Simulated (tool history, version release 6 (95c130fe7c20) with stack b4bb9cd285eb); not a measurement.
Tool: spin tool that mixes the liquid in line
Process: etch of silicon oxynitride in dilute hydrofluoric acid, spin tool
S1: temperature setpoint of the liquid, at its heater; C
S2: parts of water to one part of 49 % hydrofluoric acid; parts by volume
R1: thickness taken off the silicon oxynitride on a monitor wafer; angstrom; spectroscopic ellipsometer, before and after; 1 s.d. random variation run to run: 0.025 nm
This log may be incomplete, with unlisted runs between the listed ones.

Run 1, day 0.000: S1 22.0 C, S2 130 parts by volume, time under the liquid (s) 65. Result: R1 24.130 angstrom.
Run 2, day 0.267: S1 23.0 C, S2 125 parts by volume, time under the liquid (s) 65. Result: R1 26.591 angstrom.
Run 3, day 0.375: S1 24.0 C, S2 125 parts by volume, time under the liquid (s) 65. Result: R1 27.601 angstrom.
Run 4, day 0.442: S1 21.0 C, S2 125 parts by volume, time under the liquid (s) 65. Result: R1 24.020 angstrom.
Run 5, day 0.558: S1 19.0 C, S2 125 parts by volume, time under the liquid (s) 65. Result: R1 21.711 angstrom.
Run 6, day 0.617: S1 20.5 C, S2 125 parts by volume, time under the liquid (s) 65. Result: R1 23.389 angstrom.
Run 7, day 0.850: S1 22.0 C, S2 125 parts by volume, time under the liquid (s) 65. Result: R1 25.102 angstrom.
Run 8, day 1.196: S1 22.0 C, S2 125 parts by volume, time under the liquid (s) 65. Result: R1 25.139 angstrom.

Expected results for the next run?
Run 9, day 1.317: S1 23.0 C, S2 125 parts by volume, time under the liquid (s) 65. Result: R1 ?.

{"run 9": {"R1": 26.527}}

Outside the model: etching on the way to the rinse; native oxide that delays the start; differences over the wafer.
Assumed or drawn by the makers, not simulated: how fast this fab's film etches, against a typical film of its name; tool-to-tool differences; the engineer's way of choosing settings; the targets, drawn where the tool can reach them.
